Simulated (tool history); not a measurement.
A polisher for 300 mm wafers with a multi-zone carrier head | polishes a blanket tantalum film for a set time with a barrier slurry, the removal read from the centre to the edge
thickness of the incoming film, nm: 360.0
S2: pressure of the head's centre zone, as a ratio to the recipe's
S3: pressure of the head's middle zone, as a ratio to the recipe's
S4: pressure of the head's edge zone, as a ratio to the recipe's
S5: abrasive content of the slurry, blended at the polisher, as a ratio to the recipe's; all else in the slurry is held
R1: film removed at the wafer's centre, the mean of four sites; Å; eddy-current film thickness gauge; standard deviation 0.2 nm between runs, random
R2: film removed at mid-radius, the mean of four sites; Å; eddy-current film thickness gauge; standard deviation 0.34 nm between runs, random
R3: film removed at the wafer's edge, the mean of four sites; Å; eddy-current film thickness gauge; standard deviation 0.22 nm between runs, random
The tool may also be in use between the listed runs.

run 1 hour=0.0 | flow_of_slurry_(ml/min)=240 S2=1.00 S3=1.00 S4=1.00 S5=1.00 polishing_time_(s)=64 | R1=535.99 R2=522.31 R3=529.33
run 2 hour=1.2 | flow_of_slurry_(ml/min)=240 S2=0.92 S3=1.00 S4=1.00 S5=1.00 polishing_time_(s)=64 | R1=494.10 R2=533.88 R3=528.54
run 3 hour=7.1 | flow_of_slurry_(ml/min)=210 S2=0.92 S3=1.00 S4=1.00 S5=1.00 polishing_time_(s)=64 | R1=492.03 R2=526.12 R3=522.21
run 4 hour=10.9 | flow_of_slurry_(ml/min)=210 S2=0.92 S3=1.04 S4=1.00 S5=1.00 polishing_time_(s)=64 | R1=489.83 R2=548.08 R3=532.67
run 5 hour=14.3 | flow_of_slurry_(ml/min)=210 S2=0.92 S3=0.97 S4=1.00 S5=1.00 polishing_time_(s)=64 | R1=494.30 R2=496.26 R3=532.81
run 6 hour=20.6 | flow_of_slurry_(ml/min)=210 S2=0.92 S3=0.97 S4=1.00 S5=0.90 polishing_time_(s)=64 | R1=466.00 R2=500.96 R3=509.64
run 7 hour=24.1 | flow_of_slurry_(ml/min)=205 S2=0.93 S3=0.94 S4=0.98 S5=0.80 polishing_time_(s)=57 | R1=401.53 R2=408.84 R3=431.62
run 8 hour=31.3 | flow_of_slurry_(ml/min)=205 S2=0.93 S3=0.93 S4=0.96 S5=0.75 polishing_time_(s)=52 | R1=359.19 R2=360.76 R3=373.54
run 9 hour=39.4 | flow_of_slurry_(ml/min)=200 S2=0.92 S3=0.91 S4=0.94 S5=0.70 polishing_time_(s)=49 | R1=322.45 R2=321.67 R3=334.95
run 10 hour=40.6 | flow_of_slurry_(ml/min)=195 S2=0.91 S3=0.89 S4=0.92 S5=0.65 polishing_time_(s)=48 | R1=307.36 R2=299.99 R3=316.59
run 11 hour=43.7 | flow_of_slurry_(ml/min)=190 S2=0.90 S3=0.88 S4=0.90 S5=0.60 polishing_time_(s)=47 | R1=279.30 R2=272.05 R3=296.02
run 12 hour=50.6 | flow_of_slurry_(ml/min)=195 S2=0.90 S3=0.88 S4=0.88 S5=0.60 polishing_time_(s)=46 | R1=276.91 R2=275.21 R3=285.18
run 13 hour=56.1 | flow_of_slurry_(ml/min)=195 S2=0.90 S3=0.87 S4=0.87 S5=0.60 polishing_time_(s)=46 | R1=281.02 R2=264.32 R3=286.56

Predict the results of run 14:
run 14 hour=59.7 | flow_of_slurry_(ml/min)=195 S2=0.89 S3=0.87 S4=0.86 S5=0.60 polishing_time_(s)=45 | R1=? R2=? R3=?

Logged for run 14: R1 267.87 Å, R2 265.01 Å, R3 273.78 Å.
